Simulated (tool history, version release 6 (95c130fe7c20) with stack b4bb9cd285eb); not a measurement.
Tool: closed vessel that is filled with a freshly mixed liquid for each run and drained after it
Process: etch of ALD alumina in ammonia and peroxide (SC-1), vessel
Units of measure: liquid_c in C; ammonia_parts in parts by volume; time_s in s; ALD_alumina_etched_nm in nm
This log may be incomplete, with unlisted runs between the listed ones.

{"run": 1, "hour": 0.0, "liquid_c": 55, "ammonia_parts": 0.6, "time_s": 805, "ALD_alumina_etched_nm": 80.323}
{"run": 2, "hour": 4.4, "liquid_c": 52, "ammonia_parts": 0.6, "time_s": 805, "ALD_alumina_etched_nm": 68.606}
{"run": 3, "hour": 6.8, "liquid_c": 52, "ammonia_parts": 0.7, "time_s": 805, "ALD_alumina_etched_nm": 69.391}
{"run": 4, "hour": 10.2, "liquid_c": 52, "ammonia_parts": 0.55, "time_s": 805, "ALD_alumina_etched_nm": 68.065}
{"run": 5, "hour": 12.1, "liquid_c": 50, "ammonia_parts": 0.55, "time_s": 805, "ALD_alumina_etched_nm": 60.98}
{"run": 6, "hour": 17.7, "liquid_c": 50, "ammonia_parts": 0.55, "time_s": 865, "ALD_alumina_etched_nm": 65.739}
{"run": 7, "hour": 21.9, "liquid_c": 48.5, "ammonia_parts": 0.55, "time_s": 865, "ALD_alumina_etched_nm": 59.962}
{"run": 8, "hour": 29.5, "liquid_c": 47.5, "ammonia_parts": 0.55, "time_s": 865, "ALD_alumina_etched_nm": 57.142}
{"run": 9, "hour": 30.5, "liquid_c": 46.5, "ammonia_parts": 0.55, "time_s": 865, "ALD_alumina_etched_nm": 53.562}
{"run": 10, "hour": 37.7, "liquid_c": 46.5, "ammonia_parts": 0.55, "time_s": 865, "ALD_alumina_etched_nm": 53.586}
{"run": 11, "hour": 40.8, "liquid_c": 46, "ammonia_parts": 0.55, "time_s": 865, "ALD_alumina_etched_nm": 52.035}

What does the tool deliver on the next run?
{"run": 12, "hour": 48.0, "liquid_c": 45.5, "ammonia_parts": 0.55, "time_s": 865, "ALD_alumina_etched_nm": "?"}

{"run 12": {"ALD_alumina_etched_nm": 50.786}}

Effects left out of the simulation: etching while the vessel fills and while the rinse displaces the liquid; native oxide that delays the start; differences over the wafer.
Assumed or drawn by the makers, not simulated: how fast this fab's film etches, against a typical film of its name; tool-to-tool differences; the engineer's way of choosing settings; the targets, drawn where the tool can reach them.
